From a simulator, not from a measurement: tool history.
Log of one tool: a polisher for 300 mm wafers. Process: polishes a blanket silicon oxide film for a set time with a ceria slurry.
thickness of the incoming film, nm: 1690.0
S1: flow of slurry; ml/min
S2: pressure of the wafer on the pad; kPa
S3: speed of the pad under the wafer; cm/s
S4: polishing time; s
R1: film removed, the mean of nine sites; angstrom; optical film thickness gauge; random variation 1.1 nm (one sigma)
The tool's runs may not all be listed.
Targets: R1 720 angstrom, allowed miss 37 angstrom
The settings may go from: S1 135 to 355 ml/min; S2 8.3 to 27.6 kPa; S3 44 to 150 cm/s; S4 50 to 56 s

Run 1, day 0: S1 225 ml/min, S2 17.9 kPa, S3 96 cm/s, S4 56 s. Result: R1 1515.5 angstrom.
Run 2, day 0.35: S1 225 ml/min, S2 17.9 kPa, S3 96 cm/s, S4 50 s. Result: R1 1387 angstrom.
Run 3, day 0.642: S1 225 ml/min, S2 15.9 kPa, S3 94 cm/s, S4 50 s. Result: R1 1177 angstrom.
Run 4, day 0.708: S1 225 ml/min, S2 15.9 kPa, S3 94 cm/s, S4 50 s. Result: R1 1190.9 angstrom.
Run 5, day 0.954: S1 225 ml/min, S2 14.5 kPa, S3 94 cm/s, S4 50 s. Result: R1 1111 angstrom.
Run 6, day 1.258: S1 225 ml/min, S2 14.5 kPa, S3 106 cm/s, S4 50 s. Result: R1 1262.7 angstrom.
Run 7, day 1.388: S1 225 ml/min, S2 13.1 kPa, S3 102 cm/s, S4 50 s. Result: R1 1107.8 angstrom.
Run 8, day 1.746: S1 220 ml/min, S2 8.3 kPa, S3 86 cm/s, S4 50 s. Result: R1 587.58 angstrom.
Run 9, day 2.058: S1 225 ml/min, S2 11 kPa, S3 86 cm/s, S4 50 s. Result: R1 763.36 angstrom.
Run 10, day 2.35: S1 220 ml/min, S2 11 kPa, S3 86 cm/s, S4 50 s. Result: R1 769.59 angstrom.

4 next moves are on the table. One of them brings every result within its allowed miss. Which?
Run A, day 2.642: S1 200 ml/min, S2 9.7 kPa, S3 72 cm/s, S4 55 s. Result: R1 ?.
Run B, day 2.642: S1 235 ml/min, S2 11 kPa, S3 84 cm/s, S4 52 s. Result: R1 ?.
Run C, day 2.642: S1 270 ml/min, S2 10.3 kPa, S3 74 cm/s, S4 56 s. Result: R1 ?.
Run D, day 2.642: S1 200 ml/min, S2 10.3 kPa, S3 78 cm/s, S4 50 s. Result: R1 ?.

move      R1
   A  619.55
   B  788.47
   C  718.14
   D  649.39
A: takes the result that was furthest off past its target
B: further off than the last run
C: meets every target
D: takes the result that was furthest off past its target
The right move is C.
